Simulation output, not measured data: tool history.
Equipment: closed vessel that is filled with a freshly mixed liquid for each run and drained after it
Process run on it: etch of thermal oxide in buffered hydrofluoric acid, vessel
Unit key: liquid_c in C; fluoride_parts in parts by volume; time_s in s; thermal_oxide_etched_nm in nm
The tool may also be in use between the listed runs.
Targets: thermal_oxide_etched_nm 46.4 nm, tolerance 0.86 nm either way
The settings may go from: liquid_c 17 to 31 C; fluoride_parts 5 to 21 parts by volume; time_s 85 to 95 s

| run | day | liquid_c | fluoride_parts | time_s | thermal_oxide_etched_nm |
|---|---|---|---|---|---|
| 1 | 0 | 23 | 13 | 85 | 72.615 |
| 2 | 0.242 | 23 | 11.5 | 85 | 81.947 |
| 3 | 0.338 | 23 | 11.5 | 95 | 92.636 |
| 4 | 0.679 | 23 | 11.5 | 85 | 82.395 |
| 5 | 0.862 | 23 | 8 | 85 | 113.87 |
| 6 | 0.921 | 23 | 9.5 | 85 | 96.977 |
| 7 | 1.3 | 19 | 13.5 | 85 | 56.51 |
| 8 | 1.612 | 18.5 | 14 | 85 | 53.547 |
| 9 | 1.933 | 18 | 14.5 | 85 | 49.609 |
| 10 | 2.262 | 18 | 14.5 | 85 | 49.712 |
|  | 2.383 | thermometer replaced |
| 11 | 2.383 | 17.5 | 14.5 | 85 | 44.001 |

Which of these 4 next moves meets every target?
| A | 2.504 | 19.5 | 15.5 | 85 | ? |
| B | 2.504 | 19.5 | 14.5 | 85 | ? |
| C | 2.504 | 18 | 14.5 | 90 | ? |
| D | 2.504 | 20 | 15 | 85 | ? |

| move | thermal_oxide_etched_nm |
|---|---|
| A | 45.981 |
| B | 49.099 |
| C | 47.761 |
| D | 48.842 |
A: each result inside its tolerance
B: pushes the last run's worst result past its target
C: pushes the last run's worst result past its target
D: pushes the last run's worst result past its target
The move that meets every target is A.
